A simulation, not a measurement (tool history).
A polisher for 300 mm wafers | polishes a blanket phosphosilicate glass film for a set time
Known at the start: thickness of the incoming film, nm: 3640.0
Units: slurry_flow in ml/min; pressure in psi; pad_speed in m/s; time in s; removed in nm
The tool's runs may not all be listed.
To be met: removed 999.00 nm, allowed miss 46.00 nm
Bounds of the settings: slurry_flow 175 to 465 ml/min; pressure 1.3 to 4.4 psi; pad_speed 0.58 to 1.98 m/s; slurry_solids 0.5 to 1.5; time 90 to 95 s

{"run": 1, "hour": 0.0, "slurry_flow": 295, "pressure": 2.8, "pad_speed": 1.28, "slurry_solids": 1.0, "time": 90, "removed": 728.11}
{"run": 2, "hour": 2.7, "slurry_flow": 295, "pressure": 2.9, "pad_speed": 1.28, "slurry_solids": 1.0, "time": 90, "removed": 769.63}
{"run": 3, "hour": 11.3, "slurry_flow": 295, "pressure": 3.0, "pad_speed": 1.28, "slurry_solids": 1.0, "time": 90, "removed": 768.9}
{"run": 4, "hour": 16.4, "slurry_flow": 295, "pressure": 3.0, "pad_speed": 1.28, "slurry_solids": 1.1, "time": 90, "removed": 831.04}
{"run": 5, "hour": 23.1, "slurry_flow": 295, "pressure": 3.0, "pad_speed": 1.28, "slurry_solids": 1.1, "time": 90, "removed": 816.67}
{"run": 6, "hour": 29.2, "slurry_flow": 295, "pressure": 3.1, "pad_speed": 1.28, "slurry_solids": 1.1, "time": 90, "removed": 853.91}
{"run": 7, "hour": 37.0, "slurry_flow": 295, "pressure": 3.4, "pad_speed": 1.3, "slurry_solids": 1.1, "time": 90, "removed": 919.78}
{"hour": 44.9, "done": "head pressure recalibrated"}
{"run": 8, "hour": 44.9, "slurry_flow": 295, "pressure": 3.6, "pad_speed": 1.3, "slurry_solids": 1.1, "time": 90, "removed": 916.89}
{"run": 9, "hour": 46.5, "slurry_flow": 295, "pressure": 3.8, "pad_speed": 1.32, "slurry_solids": 1.1, "time": 90, "removed": 961.83}

4 next moves are on the table. One of them brings every result within its allowed miss. Which?
{"run": "A", "hour": 48.1, "slurry_flow": 305, "pressure": 3.6, "pad_speed": 1.38, "slurry_solids": 1.1, "time": 95, "removed": "?"}
{"run": "B", "hour": 48.1, "slurry_flow": 360, "pressure": 3.0, "pad_speed": 1.78, "slurry_solids": 1.2, "time": 95, "removed": "?"}
{"run": "C", "hour": 48.1, "slurry_flow": 270, "pressure": 3.8, "pad_speed": 1.26, "slurry_solids": 1.0, "time": 95, "removed": "?"}
{"run": "D", "hour": 48.1, "slurry_flow": 285, "pressure": 3.7, "pad_speed": 1.2, "slurry_solids": 1.3, "time": 90, "removed": "?"}

move=A removed=977.18
move=B removed=1074.60
move=C removed=894.96
move=D removed=927.33
A: meets every target
B: takes the result that was furthest off past its target
C: further off than the last run
D: further off than the last run
The right move is A.

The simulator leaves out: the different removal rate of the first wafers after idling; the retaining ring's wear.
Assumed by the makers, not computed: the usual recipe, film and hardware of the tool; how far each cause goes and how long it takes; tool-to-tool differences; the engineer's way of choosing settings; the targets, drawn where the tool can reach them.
